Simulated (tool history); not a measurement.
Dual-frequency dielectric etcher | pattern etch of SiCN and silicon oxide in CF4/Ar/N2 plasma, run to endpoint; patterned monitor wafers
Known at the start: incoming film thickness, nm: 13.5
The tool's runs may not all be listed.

run,day,source power (kW),bias power (kW),Ar flow (sccm),CF4 flow (sccm),endpoint time (s)
1,0.000,0.380,0.060,72,61,18.049
2,0.275,0.380,0.068,72,61,17.336
3,0.442,0.380,0.068,68,61,17.242
4,0.725,0.380,0.068,75,61,17.257
5,0.879,0.330,0.068,75,61,19.382
6,1.146,0.300,0.067,75,61,21.175

Run 7, settings as shown, results not yet in. Your forecast:
7,1.512,0.280,0.067,75,61,?

endpoint time (s): 22.283
